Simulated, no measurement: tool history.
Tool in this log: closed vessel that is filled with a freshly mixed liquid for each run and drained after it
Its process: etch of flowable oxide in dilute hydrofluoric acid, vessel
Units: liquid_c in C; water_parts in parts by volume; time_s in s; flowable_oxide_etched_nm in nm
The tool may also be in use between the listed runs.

run 1 hour=0.0 | liquid_c=22.0 water_parts=290 time_s=105 | flowable_oxide_etched_nm=12.476
run 2 hour=4.1 | liquid_c=22.0 water_parts=290 time_s=115 | flowable_oxide_etched_nm=13.611
run 3 hour=8.1 | liquid_c=25.5 water_parts=290 time_s=115 | flowable_oxide_etched_nm=15.479
run 4 hour=14.9 | liquid_c=26.0 water_parts=280 time_s=115 | flowable_oxide_etched_nm=16.513
-- hour=24.2 hydrofluoric acid flow meter replaced
run 5 hour=24.2 | liquid_c=26.5 water_parts=275 time_s=115 | flowable_oxide_etched_nm=14.949
run 6 hour=29.3 | liquid_c=26.5 water_parts=255 time_s=115 | flowable_oxide_etched_nm=16.316
run 7 hour=34.3 | liquid_c=27.0 water_parts=235 time_s=115 | flowable_oxide_etched_nm=18.580

Estimate the outcome of run 8 from the log above:
run 8 hour=39.2 | liquid_c=27.5 water_parts=230 time_s=115 | flowable_oxide_etched_nm=?

{"run 8": {"flowable_oxide_etched_nm": 19.412}}

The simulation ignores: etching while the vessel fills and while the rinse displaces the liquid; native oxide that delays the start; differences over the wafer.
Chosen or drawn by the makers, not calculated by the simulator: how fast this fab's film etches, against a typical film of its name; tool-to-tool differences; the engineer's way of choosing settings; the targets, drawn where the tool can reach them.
